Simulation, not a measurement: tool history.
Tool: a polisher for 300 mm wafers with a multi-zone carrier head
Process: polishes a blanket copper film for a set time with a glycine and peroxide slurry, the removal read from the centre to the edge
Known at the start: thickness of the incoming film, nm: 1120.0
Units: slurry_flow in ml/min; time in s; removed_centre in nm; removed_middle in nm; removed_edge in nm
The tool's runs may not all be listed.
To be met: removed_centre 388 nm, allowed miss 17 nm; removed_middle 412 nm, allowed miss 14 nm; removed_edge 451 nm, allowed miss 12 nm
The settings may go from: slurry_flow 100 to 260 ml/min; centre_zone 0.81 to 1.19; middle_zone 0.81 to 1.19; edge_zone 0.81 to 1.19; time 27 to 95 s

run    day  slurry_flow  centre_zone  middle_zone  edge_zone  time  removed_centre  removed_middle  removed_edge
  1      0          165            1            1          1    61          315.02          303.47        308.25
  2  0.258          170         0.99            1       1.02    63          314.31          308.83        315.81
  3  0.575          170         0.99         0.95       1.02    63          323.78           298.8        319.76
  4  0.617          170         0.91         0.95       1.02    63          292.54          300.57        320.26
  5  0.642          170         0.91         0.95       1.07    63          289.82          304.34        329.65
  6  0.742          175         0.91         0.95       1.08    65          295.76          313.49        339.37
  7  0.767          175         0.91         0.95       1.09    67          311.08          326.81        351.53
     0.962  -- slurry nozzle cleaned
  8  0.962          175         0.91         0.95        1.1    69          339.91          340.62        375.12

4 next moves are on the table. One of them brings every result within its allowed miss. Which?
  A  1.158          180         0.94         0.93       1.19    83               ?               ?             ?
  B  1.158          175         0.86         0.87       1.19    83               ?               ?             ?
  C  1.158          185         1.13         0.81       1.03    65               ?               ?             ?
  D  1.158          240          0.9         0.97       1.17    78               ?               ?             ?

move  removed_centre  removed_middle  removed_edge
   A          418.95          403.29        477.01
   B           381.6          380.63        476.37
   C          395.87           282.4        348.44
   D          389.17          404.04        453.56
A: takes the result that was furthest off past its target
B: takes the result that was furthest off past its target
C: further off than the last run
D: meets every target
The right move is D.
